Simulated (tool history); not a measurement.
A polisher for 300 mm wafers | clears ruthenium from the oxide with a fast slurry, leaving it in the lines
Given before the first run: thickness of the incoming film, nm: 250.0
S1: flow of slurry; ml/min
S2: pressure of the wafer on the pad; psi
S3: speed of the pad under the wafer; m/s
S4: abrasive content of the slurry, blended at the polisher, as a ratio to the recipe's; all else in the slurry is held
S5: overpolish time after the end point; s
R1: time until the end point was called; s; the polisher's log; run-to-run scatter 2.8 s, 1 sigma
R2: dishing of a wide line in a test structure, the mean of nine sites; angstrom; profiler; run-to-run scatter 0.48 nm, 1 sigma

| run | hour | S1 | S2 | S3 | S4 | S5 | R1 | R2 |
|---|---|---|---|---|---|---|---|---|
| 1 | 0 | 275 | 2.1 | 1 | 1 | 20 | 78.382 | 515.95 |
| 2 | 2.5 | 275 | 1.8 | 0.86 | 1 | 23 | 105.97 | 442.28 |
| 3 | 7.6 | 275 | 1.8 | 0.72 | 1 | 23 | 123.72 | 384.54 |
| 4 | 16.6 | 275 | 1.8 | 0.72 | 1 | 17 | 125.73 | 290.16 |
| 5 | 21.1 | 275 | 1.8 | 0.86 | 1 | 17 | 104.25 | 328.32 |
| 6 | 22.9 | 275 | 1.8 | 1.08 | 1 | 17 | 84.705 | 407.44 |
| 7 | 31.3 | 275 | 1.6 | 0.94 | 1 | 22 | 111.76 | 422.03 |

For run 8, what comes out?
| 8 | 37.8 | 275 | 1.4 | 0.86 | 1 | 24 | ? | ? |

{"run 8": {"R1": 134.33, "R2": 373.68}}
